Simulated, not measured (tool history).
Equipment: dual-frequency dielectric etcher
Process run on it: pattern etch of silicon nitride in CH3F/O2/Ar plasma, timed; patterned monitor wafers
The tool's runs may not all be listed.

run,hour,source power (kW),bias power (kW),etch time (s),mean etch depth across the wafer (Å)
1,0,0.5,0.101,27.5,240.44
2,2,0.47,0.1,27.5,236.6
3,6,0.41,0.1,27.5,229.47
4,12.3,0.4,0.098,27.5,226.25
5,19.2,0.39,0.096,27.5,222.48
6,27.4,0.38,0.095,27.5,220.74
7,34.2,0.37,0.094,27.5,218.68
8,37.4,0.36,0.094,27.5,217.65
9,44.5,0.35,0.094,27.5,216.88

Run 10 has not been measured yet. What should we expect?
10,47.7,0.34,0.094,27.5,?

mean etch depth across the wafer (Å): 214.75

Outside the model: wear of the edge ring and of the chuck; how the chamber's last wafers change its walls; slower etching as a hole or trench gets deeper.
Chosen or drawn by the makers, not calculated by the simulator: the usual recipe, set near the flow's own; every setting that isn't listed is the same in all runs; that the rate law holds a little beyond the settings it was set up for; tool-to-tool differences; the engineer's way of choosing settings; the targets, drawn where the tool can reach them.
